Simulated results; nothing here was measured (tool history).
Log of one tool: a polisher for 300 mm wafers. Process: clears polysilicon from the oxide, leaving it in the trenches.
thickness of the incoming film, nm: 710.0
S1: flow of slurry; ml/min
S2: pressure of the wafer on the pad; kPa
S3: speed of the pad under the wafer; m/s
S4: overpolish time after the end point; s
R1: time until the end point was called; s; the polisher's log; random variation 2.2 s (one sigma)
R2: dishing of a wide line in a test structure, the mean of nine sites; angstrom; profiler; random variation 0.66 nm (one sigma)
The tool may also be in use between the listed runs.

run    day   S1    S2    S3  S4       R1      R2
  1  0.000  225  15.2  0.82  27   84.156  582.07
  2  0.096  225  13.1  0.82  23   97.325  545.61
  3  0.204  225  11.7  0.80  25  110.470  561.92
  4  0.329  225  11.0  0.80  23  115.710  527.39
     0.525  -- slurry nozzle cleaned
  5  0.525  225  11.0  0.92  23   98.513  558.19
  6  0.608  225  11.0  1.12  23   81.497  562.92

Forecast run 7:
  7  0.942  220  10.3  1.06  23   ?   ?

{"run 7": {"R1": 92.248, "R2": 562.35}}

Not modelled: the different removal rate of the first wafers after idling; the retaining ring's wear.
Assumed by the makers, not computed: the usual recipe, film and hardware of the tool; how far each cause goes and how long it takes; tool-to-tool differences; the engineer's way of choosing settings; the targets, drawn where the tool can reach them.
